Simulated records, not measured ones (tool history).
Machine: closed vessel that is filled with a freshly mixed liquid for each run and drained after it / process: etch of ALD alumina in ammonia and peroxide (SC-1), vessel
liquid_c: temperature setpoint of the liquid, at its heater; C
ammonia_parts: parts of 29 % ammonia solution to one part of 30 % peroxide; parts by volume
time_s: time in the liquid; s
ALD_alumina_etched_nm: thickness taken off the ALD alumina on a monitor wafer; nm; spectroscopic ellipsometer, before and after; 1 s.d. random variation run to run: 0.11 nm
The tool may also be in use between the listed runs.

| run | day | liquid_c | ammonia_parts | time_s | ALD_alumina_etched_nm |
|---|---|---|---|---|---|
| 1 | 0 | 51 | 0.65 | 365 | 15.894 |
| 2 | 0.329 | 54.5 | 0.65 | 365 | 18.777 |
| 3 | 0.479 | 52 | 0.65 | 365 | 16.663 |
| 4 | 0.667 | 52 | 0.65 | 395 | 17.788 |
| 5 | 0.775 | 50 | 0.65 | 395 | 16.199 |
| 6 | 0.971 | 50 | 0.65 | 395 | 16.119 |
| 7 | 1.029 | 48.5 | 0.65 | 395 | 14.597 |
| 8 | 1.233 | 47.5 | 0.65 | 395 | 14.032 |
| 9 | 1.317 | 47 | 0.65 | 395 | 13.465 |
| 10 | 1.404 | 46.5 | 0.65 | 395 | 13.158 |

Run 11 comes next. What will it give?
| 11 | 1.496 | 46 | 0.65 | 395 | ? |

Run 11 produced ALD_alumina_etched_nm 12.744 nm.

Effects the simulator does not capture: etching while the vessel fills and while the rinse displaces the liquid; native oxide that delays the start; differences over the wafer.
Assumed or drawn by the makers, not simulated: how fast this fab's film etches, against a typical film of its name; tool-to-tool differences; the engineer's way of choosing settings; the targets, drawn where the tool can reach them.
